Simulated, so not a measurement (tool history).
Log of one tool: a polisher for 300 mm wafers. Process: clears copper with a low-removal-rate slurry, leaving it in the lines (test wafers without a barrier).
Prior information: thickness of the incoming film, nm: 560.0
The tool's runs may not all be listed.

run,day,flow of slurry (ml/min),pressure of the wafer on the pad (kPa),speed of the pad under the wafer (cm/s),abrasive content of the slurry,overpolish time after the end point (s),time until the end point was called (s),dishing of a wide line in a test structure (angstrom)
1,0,220,27.6,108,1,24,108.32,731.56
2,0.346,225,26.9,110,1,19,109.42,589.65
3,0.642,225,26.9,128,1,19,98.97,637.14
4,0.688,230,25.5,130,1,16,98.248,554.89
5,0.746,275,25.5,130,1,16,98.412,554
6,1.05,325,25.5,130,1,16,97.277,565.84

For run 7, what comes out?
7,1.204,325,24.1,130,1,14,?,?

time until the end point was called (s): 100.42
dishing of a wide line in a test structure (angstrom): 500.32

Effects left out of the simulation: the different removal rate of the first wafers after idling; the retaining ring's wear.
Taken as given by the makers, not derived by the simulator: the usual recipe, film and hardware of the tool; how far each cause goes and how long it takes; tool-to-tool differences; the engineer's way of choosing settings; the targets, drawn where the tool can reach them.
